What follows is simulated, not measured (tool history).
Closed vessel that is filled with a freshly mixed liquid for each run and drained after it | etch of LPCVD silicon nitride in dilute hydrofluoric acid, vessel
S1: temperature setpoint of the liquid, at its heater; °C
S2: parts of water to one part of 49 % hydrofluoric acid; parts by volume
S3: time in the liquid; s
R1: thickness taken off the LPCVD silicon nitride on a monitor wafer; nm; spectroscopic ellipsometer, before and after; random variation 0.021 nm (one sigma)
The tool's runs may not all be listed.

run 1 day=0.000 | S1=25.0 S2=45 S3=525 | R1=5.8749
run 2 day=0.054 | S1=24.0 S2=45 S3=525 | R1=5.5511
run 3 day=0.200 | S1=24.0 S2=40 S3=525 | R1=6.1136
run 4 day=0.483 | S1=24.0 S2=50 S3=525 | R1=5.0022
run 5 day=0.862 | S1=24.0 S2=35 S3=525 | R1=7.0729
run 6 day=0.971 | S1=24.0 S2=45 S3=525 | R1=5.5135
run 7 day=1.308 | S1=23.5 S2=45 S3=525 | R1=5.2902

Forecast run 8:
run 8 day=1.492 | S1=23.0 S2=45 S3=525 | R1=?

{"run 8": {"R1": 5.1504}}

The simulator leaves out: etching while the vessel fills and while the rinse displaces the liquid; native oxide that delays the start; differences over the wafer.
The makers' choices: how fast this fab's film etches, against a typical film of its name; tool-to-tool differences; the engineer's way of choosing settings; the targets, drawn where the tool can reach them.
